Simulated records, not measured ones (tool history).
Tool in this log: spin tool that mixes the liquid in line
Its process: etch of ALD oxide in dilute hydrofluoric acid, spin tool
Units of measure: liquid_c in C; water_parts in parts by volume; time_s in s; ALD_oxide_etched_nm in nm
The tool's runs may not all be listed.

run 1 hour=0.0 | liquid_c=21.0 water_parts=180 time_s=75 | ALD_oxide_etched_nm=10.970
run 2 hour=6.8 | liquid_c=22.5 water_parts=165 time_s=75 | ALD_oxide_etched_nm=12.870
run 3 hour=13.8 | liquid_c=24.0 water_parts=155 time_s=75 | ALD_oxide_etched_nm=14.689
run 4 hour=19.7 | liquid_c=24.0 water_parts=130 time_s=75 | ALD_oxide_etched_nm=17.857
run 5 hour=27.0 | liquid_c=25.0 water_parts=130 time_s=75 | ALD_oxide_etched_nm=18.664
run 6 hour=34.6 | liquid_c=25.0 water_parts=155 time_s=75 | ALD_oxide_etched_nm=15.309
run 7 hour=41.6 | liquid_c=26.0 water_parts=145 time_s=75 | ALD_oxide_etched_nm=17.167
run 8 hour=49.5 | liquid_c=26.5 water_parts=140 time_s=75 | ALD_oxide_etched_nm=18.221
run 9 hour=57.3 | liquid_c=27.0 water_parts=135 time_s=75 | ALD_oxide_etched_nm=19.076
run 10 hour=62.9 | liquid_c=29.0 water_parts=110 time_s=75 | ALD_oxide_etched_nm=26.447

Run 11 comes next. What will it give?
run 11 hour=69.3 | liquid_c=28.5 water_parts=110 time_s=75 | ALD_oxide_etched_nm=?

{"run 11": {"ALD_oxide_etched_nm": 26.286}}
